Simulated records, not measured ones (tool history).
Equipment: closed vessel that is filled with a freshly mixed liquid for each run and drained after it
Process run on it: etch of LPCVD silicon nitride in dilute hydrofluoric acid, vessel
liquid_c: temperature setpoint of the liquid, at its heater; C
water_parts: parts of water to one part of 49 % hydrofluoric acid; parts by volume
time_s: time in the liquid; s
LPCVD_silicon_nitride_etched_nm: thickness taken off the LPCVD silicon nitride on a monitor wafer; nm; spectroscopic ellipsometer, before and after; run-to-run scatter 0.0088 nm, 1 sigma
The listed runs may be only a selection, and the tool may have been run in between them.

| run | hour | liquid_c | water_parts | time_s | LPCVD_silicon_nitride_etched_nm |
|---|---|---|---|---|---|
| 1 | 0 | 25 | 65 | 355 | 3.0169 |
| 2 | 3.3 | 23 | 65 | 355 | 2.661 |
| 3 | 6.9 | 23 | 75 | 355 | 2.3076 |
| 4 | 14.7 | 21.5 | 75 | 355 | 2.08 |
| 5 | 17.1 | 21 | 75 | 355 | 2.0032 |
| 6 | 24.5 | 23.5 | 75 | 355 | 2.3839 |
| 7 | 26.1 | 22.5 | 75 | 355 | 2.2451 |

The next listed run, before its measurement:
| 8 | 29.2 | 22 | 75 | 355 | ? |

LPCVD_silicon_nitride_etched_nm: 2.1569 nm

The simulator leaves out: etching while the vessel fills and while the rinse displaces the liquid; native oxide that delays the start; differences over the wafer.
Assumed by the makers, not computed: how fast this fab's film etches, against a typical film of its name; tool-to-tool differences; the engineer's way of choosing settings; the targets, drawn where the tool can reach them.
